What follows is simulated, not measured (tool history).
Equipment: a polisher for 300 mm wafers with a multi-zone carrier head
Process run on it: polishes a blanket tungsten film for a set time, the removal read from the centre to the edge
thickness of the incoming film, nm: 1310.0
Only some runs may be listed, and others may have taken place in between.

| run | day | flow of slurry (ml/min) | pressure of the head's centre zone | pressure of the head's middle zone | pressure of the head's edge zone | abrasive content of the slurry | polishing time (s) | film removed at the wafer's centre (nm) | film removed at mid-radius (nm) | film removed at the wafer's edge (nm) |
|---|---|---|---|---|---|---|---|---|---|---|
| 1 | 0 | 250 | 1 | 1 | 1 | 1 | 50 | 270.47 | 270.36 | 258.81 |
| 2 | 0.1 | 250 | 1 | 1 | 1.04 | 1 | 50 | 273.06 | 276.76 | 273.03 |
| 3 | 0.288 | 195 | 1 | 1 | 1.04 | 1 | 50 | 262.2 | 267.36 | 264.96 |
| 4 | 0.475 | 195 | 1 | 1 | 1.04 | 1.2 | 50 | 282.9 | 278.23 | 275.08 |
| 5 | 0.504 | 200 | 1.03 | 1.02 | 1.05 | 1.25 | 50 | 294.09 | 289.58 | 285.02 |
| 6 | 0.783 | 210 | 1.05 | 1.03 | 1.04 | 1.3 | 51 | 303.01 | 298.18 | 291.12 |
| 7 | 0.925 | 215 | 1.07 | 1.03 | 1.02 | 1.35 | 52 | 325.11 | 305.92 | 287.61 |
| 8 | 1.129 | 220 | 1.09 | 1.03 | 1.03 | 1.35 | 53 | 340.58 | 306.44 | 308.61 |
| 9 | 1.312 | 220 | 1.1 | 1.04 | 1.02 | 1.35 | 54 | 341.68 | 319.28 | 304.81 |
| 10 | 1.517 | 225 | 1.11 | 1.04 | 1.02 | 1.35 | 55 | 364.99 | 327.69 | 313.61 |

Forecast run 11:
| 11 | 1.871 | 230 | 1.12 | 1.05 | 1.02 | 1.35 | 55 | ? | ? | ? |

Run 11 measured film removed at the wafer's centre (nm) 360.68, film removed at mid-radius (nm) 334.88, film removed at the wafer's edge (nm) 321.48.
